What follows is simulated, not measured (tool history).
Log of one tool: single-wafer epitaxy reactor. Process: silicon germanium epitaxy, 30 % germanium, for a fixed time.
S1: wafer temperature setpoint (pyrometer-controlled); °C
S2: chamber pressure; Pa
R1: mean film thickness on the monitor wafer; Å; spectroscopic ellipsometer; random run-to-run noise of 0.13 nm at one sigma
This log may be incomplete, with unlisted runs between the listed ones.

Run 1, hour 0.0: S1 610 °C, S2 3320 Pa. Result: R1 721.39 Å.
Run 2, hour 7.6: S1 610 °C, S2 3720 Pa. Result: R1 755.62 Å.
Run 3, hour 9.2: S1 610 °C, S2 3960 Pa. Result: R1 773.27 Å.
Run 4, hour 13.6: S1 610 °C, S2 3573 Pa. Result: R1 743.78 Å.
Run 5, hour 14.7: S1 608 °C, S2 3573 Pa. Result: R1 716.24 Å.
Run 6, hour 17.4: S1 613 °C, S2 3573 Pa. Result: R1 787.76 Å.
Run 7, hour 18.4: S1 611 °C, S2 3573 Pa. Result: R1 759.40 Å.

Forecast run 8:
Run 8, hour 21.6: S1 599 °C, S2 3520 Pa. Result: R1 ?.

R1: 590.35 Å
